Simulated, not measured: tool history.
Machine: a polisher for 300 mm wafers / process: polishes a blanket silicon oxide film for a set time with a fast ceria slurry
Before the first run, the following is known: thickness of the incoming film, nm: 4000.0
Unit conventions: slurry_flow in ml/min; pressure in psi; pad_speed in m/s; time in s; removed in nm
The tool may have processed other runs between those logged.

run	hour	slurry_flow	pressure	pad_speed	time	removed
1	0	170	3.5	1.02	62	1224.2
2	4.9	135	3.5	1.02	62	1199.4
3	10.7	135	3.5	1.02	65	1222.1
4	18.5	135	3.4	1.02	65	1210.4
5	22.5	135	3.3	1.02	65	1167.7
6	28.8	135	3.2	1.02	65	1141.2
7	30.7	135	3.1	1.02	65	1083.9
8	38.3	135	3	1.02	65	1045.3

Run 9, settings as shown, results not yet in. Your forecast:
9	44.7	130	2.4	1	65	?

removed: 851.34 nm
